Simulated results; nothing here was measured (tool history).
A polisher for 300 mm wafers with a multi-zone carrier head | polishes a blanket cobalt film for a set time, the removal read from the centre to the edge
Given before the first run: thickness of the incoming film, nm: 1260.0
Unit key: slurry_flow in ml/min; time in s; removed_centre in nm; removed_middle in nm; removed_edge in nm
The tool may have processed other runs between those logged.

| run | hour | slurry_flow | centre_zone | middle_zone | edge_zone | time | removed_centre | removed_middle | removed_edge |
|---|---|---|---|---|---|---|---|---|---|
| 1 | 0 | 145 | 1 | 1 | 1 | 35 | 139.31 | 145.31 | 146.64 |
| 2 | 4.7 | 115 | 1 | 1 | 1 | 35 | 133.43 | 136.34 | 139.07 |
| 3 | 6.3 | 115 | 1 | 1 | 1 | 41 | 156.87 | 160.67 | 164.71 |
| 4 | 11.9 | 115 | 0.93 | 1 | 1 | 41 | 148.03 | 161.13 | 161.76 |
| 5 | 15.2 | 115 | 0.96 | 0.99 | 0.98 | 41 | 148.12 | 158.14 | 164.36 |
| 6 | 17.5 | 115 | 0.99 | 0.99 | 0.99 | 41 | 155.07 | 158.41 | 165.6 |
| 7 | 24.2 | 115 | 1.02 | 0.99 | 0.99 | 41 | 156.83 | 161.52 | 165.98 |
| 8 | 26.1 | 115 | 1.05 | 0.99 | 1.02 | 40 | 158.33 | 154.26 | 162.8 |
| 9 | 29.7 | 115 | 1.07 | 0.99 | 1.02 | 40 | 161.17 | 154.15 | 162.59 |

For run 10, what comes out?
| 10 | 36.1 | 115 | 1.09 | 0.99 | 1.02 | 40 | ? | ? | ? |

Run 10 yielded removed_centre 166.87 nm, removed_middle 155.67 nm, removed_edge 162.1 nm.
